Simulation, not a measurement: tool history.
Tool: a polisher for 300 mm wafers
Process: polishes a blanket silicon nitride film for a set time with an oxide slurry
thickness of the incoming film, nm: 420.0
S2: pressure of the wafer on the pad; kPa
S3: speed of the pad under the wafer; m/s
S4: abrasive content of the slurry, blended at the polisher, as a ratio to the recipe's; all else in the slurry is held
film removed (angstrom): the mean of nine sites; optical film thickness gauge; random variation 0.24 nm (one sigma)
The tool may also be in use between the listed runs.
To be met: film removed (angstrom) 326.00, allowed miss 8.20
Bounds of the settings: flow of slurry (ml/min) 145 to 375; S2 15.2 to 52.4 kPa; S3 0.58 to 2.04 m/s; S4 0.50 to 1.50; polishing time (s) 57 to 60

run 1 hour=0.0 | flow_of_slurry_(ml/min)=240 S2=33.8 S3=1.30 S4=1.00 polishing_time_(s)=57 | film_removed_(angstrom)=599.78
run 2 hour=2.3 | flow_of_slurry_(ml/min)=235 S2=31.0 S3=1.28 S4=1.00 polishing_time_(s)=57 | film_removed_(angstrom)=542.41
run 3 hour=10.2 | flow_of_slurry_(ml/min)=230 S2=28.3 S3=1.28 S4=1.00 polishing_time_(s)=57 | film_removed_(angstrom)=500.74
run 4 hour=11.2 | flow_of_slurry_(ml/min)=230 S2=28.3 S3=1.40 S4=1.00 polishing_time_(s)=57 | film_removed_(angstrom)=539.08
run 5 hour=14.5 | flow_of_slurry_(ml/min)=230 S2=28.3 S3=1.14 S4=1.00 polishing_time_(s)=57 | film_removed_(angstrom)=450.13
run 6 hour=20.8 | flow_of_slurry_(ml/min)=230 S2=28.3 S3=1.14 S4=1.00 polishing_time_(s)=60 | film_removed_(angstrom)=483.72
run 7 hour=23.4 | flow_of_slurry_(ml/min)=225 S2=26.2 S3=1.14 S4=1.00 polishing_time_(s)=60 | film_removed_(angstrom)=440.65
run 8 hour=26.3 | flow_of_slurry_(ml/min)=220 S2=24.8 S3=1.14 S4=1.00 polishing_time_(s)=60 | film_removed_(angstrom)=411.88
run 9 hour=29.0 | flow_of_slurry_(ml/min)=180 S2=17.2 S3=1.14 S4=1.00 polishing_time_(s)=60 | film_removed_(angstrom)=283.49
run 10 hour=36.6 | flow_of_slurry_(ml/min)=190 S2=17.2 S3=1.14 S4=1.00 polishing_time_(s)=60 | film_removed_(angstrom)=288.48
run 11 hour=37.5 | flow_of_slurry_(ml/min)=200 S2=17.2 S3=1.14 S4=1.00 polishing_time_(s)=60 | film_removed_(angstrom)=291.54
run 12 hour=42.2 | flow_of_slurry_(ml/min)=210 S2=17.2 S3=1.14 S4=1.00 polishing_time_(s)=60 | film_removed_(angstrom)=294.81
run 13 hour=49.5 | flow_of_slurry_(ml/min)=220 S2=17.2 S3=1.14 S4=1.00 polishing_time_(s)=60 | film_removed_(angstrom)=299.96
run 14 hour=51.8 | flow_of_slurry_(ml/min)=220 S2=17.2 S3=1.14 S4=1.00 polishing_time_(s)=60 | film_removed_(angstrom)=295.73
run 15 hour=54.0 | flow_of_slurry_(ml/min)=230 S2=17.2 S3=1.14 S4=1.00 polishing_time_(s)=60 | film_removed_(angstrom)=299.17
-- hour=61.0 slurry nozzle cleaned
run 16 hour=61.0 | flow_of_slurry_(ml/min)=240 S2=17.2 S3=1.14 S4=1.00 polishing_time_(s)=60 | film_removed_(angstrom)=315.12
run 17 hour=65.7 | flow_of_slurry_(ml/min)=245 S2=17.2 S3=1.14 S4=1.00 polishing_time_(s)=60 | film_removed_(angstrom)=315.18
run 18 hour=71.2 | flow_of_slurry_(ml/min)=250 S2=17.2 S3=1.14 S4=1.00 polishing_time_(s)=60 | film_removed_(angstrom)=319.18

5 next moves are on the table. One of them brings every result within its allowed miss. Which?
run A hour=76.7 | flow_of_slurry_(ml/min)=255 S2=19.3 S3=0.96 S4=1.05 polishing_time_(s)=59 | film_removed_(angstrom)=?
run B hour=76.7 | flow_of_slurry_(ml/min)=195 S2=17.2 S3=1.08 S4=1.00 polishing_time_(s)=60 | film_removed_(angstrom)=?
run C hour=76.7 | flow_of_slurry_(ml/min)=255 S2=18.6 S3=1.00 S4=1.10 polishing_time_(s)=57 | film_removed_(angstrom)=?
run D hour=76.7 | flow_of_slurry_(ml/min)=210 S2=18.6 S3=1.02 S4=1.05 polishing_time_(s)=57 | film_removed_(angstrom)=?
run E hour=76.7 | flow_of_slurry_(ml/min)=245 S2=16.5 S3=1.28 S4=1.05 polishing_time_(s)=58 | film_removed_(angstrom)=?

move=A film_removed_(angstrom)=307.42
move=B film_removed_(angstrom)=291.91
move=C film_removed_(angstrom)=302.53
move=D film_removed_(angstrom)=294.20
move=E film_removed_(angstrom)=327.40
A: further off than the last run
B: further off than the last run
C: further off than the last run
D: further off than the last run
E: meets every target
The right move is E.
